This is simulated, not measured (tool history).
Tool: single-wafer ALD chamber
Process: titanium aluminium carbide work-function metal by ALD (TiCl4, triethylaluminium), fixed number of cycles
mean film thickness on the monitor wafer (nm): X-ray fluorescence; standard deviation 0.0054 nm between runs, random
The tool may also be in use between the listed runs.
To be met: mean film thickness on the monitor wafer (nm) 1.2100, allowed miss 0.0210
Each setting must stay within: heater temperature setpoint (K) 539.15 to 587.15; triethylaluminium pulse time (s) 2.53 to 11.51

run	day	heater temperature setpoint (K)	triethylaluminium pulse time (s)	mean film thickness on the monitor wafer (nm)
1	0.000	563.15	7.02	1.6402
2	0.108	555.15	7.02	1.5713
3	0.454	547.15	7.02	1.5048
4	0.721	543.15	7.02	1.4638
5	0.808	542.15	5.84	1.3810
6	0.846	542.15	6.99	1.4676
7	0.979	541.15	6.02	1.3782
8	1.346	540.15	5.40	1.3171
9	1.438	540.15	5.04	1.2490
10	1.654	539.15	4.51	1.1688
11	1.988	540.15	4.53	1.1784
12	2.312	541.15	4.55	1.1858

Consider the 5 candidate settings below. Which is the only one whose results all fall within their allowed miss of target?
A	2.638	542.15	4.43	?
B	2.638	540.15	4.43	?
C	2.638	541.15	4.74	?
D	2.638	539.15	4.34	?
E	2.638	540.15	4.49	?

move	mean film thickness on the monitor wafer (nm)
A	1.1589
B	1.1459
C	1.2064
D	1.1226
E	1.1569
A: the biggest miss grows against the last run
B: the biggest miss grows against the last run
C: every result within its allowed miss
D: the biggest miss grows against the last run
E: the biggest miss grows against the last run
C meets every target.
